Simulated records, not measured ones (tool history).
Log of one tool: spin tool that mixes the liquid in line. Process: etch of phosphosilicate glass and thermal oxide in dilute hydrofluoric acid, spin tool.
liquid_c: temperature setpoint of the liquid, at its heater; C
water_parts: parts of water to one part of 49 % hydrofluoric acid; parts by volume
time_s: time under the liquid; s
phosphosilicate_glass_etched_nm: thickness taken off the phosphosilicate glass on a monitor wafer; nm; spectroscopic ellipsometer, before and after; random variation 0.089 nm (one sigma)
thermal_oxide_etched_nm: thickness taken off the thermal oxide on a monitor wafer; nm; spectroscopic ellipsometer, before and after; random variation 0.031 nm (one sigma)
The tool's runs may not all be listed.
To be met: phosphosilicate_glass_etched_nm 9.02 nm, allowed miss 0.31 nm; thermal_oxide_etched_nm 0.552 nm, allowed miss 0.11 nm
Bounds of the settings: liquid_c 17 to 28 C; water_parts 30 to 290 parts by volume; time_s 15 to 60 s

| run | day | liquid_c | water_parts | time_s | phosphosilicate_glass_etched_nm | thermal_oxide_etched_nm |
|---|---|---|---|---|---|---|
| 1 | 0 | 20 | 160 | 30 | 11.489 | 0.71939 |
| 2 | 0.029 | 20 | 160 | 40 | 15.429 | 0.82961 |
| 3 | 0.342 | 20 | 205 | 40 | 11.589 | 0.72294 |
| 4 | 0.592 | 23 | 205 | 40 | 13.245 | 0.79164 |
| 5 | 0.946 | 21.5 | 210 | 40 | 12.095 | 0.71068 |
| 6 | 0.975 | 20.5 | 215 | 40 | 10.941 | 0.71609 |
| 7 | 1.15 | 20 | 215 | 40 | 10.841 | 0.69819 |
| 8 | 1.292 | 20 | 215 | 40 | 11.022 | 0.5929 |
| 9 | 1.371 | 20.5 | 225 | 40 | 10.633 | 0.73279 |

5 next moves are on the table. One of them brings every result within its allowed miss. Which?
| A | 1.45 | 22.5 | 290 | 40 | ? | ? |
| B | 1.45 | 17.5 | 230 | 40 | ? | ? |
| C | 1.45 | 25.5 | 215 | 40 | ? | ? |
| D | 1.45 | 19.5 | 235 | 40 | ? | ? |
| E | 1.45 | 18 | 290 | 55 | ? | ? |

| move | phosphosilicate_glass_etched_nm | thermal_oxide_etched_nm |
|---|---|---|
| A | 8.2945 | 0.51324 |
| B | 9.1734 | 0.56763 |
| C | 13.444 | 0.8319 |
| D | 9.6534 | 0.59733 |
| E | 9.6733 | 0.59856 |
A: takes the result that was furthest off past its target
B: meets every target
C: further off than the last run
D: nearer than the last run, and not there yet
E: nearer than the last run, and not there yet
Answer: B
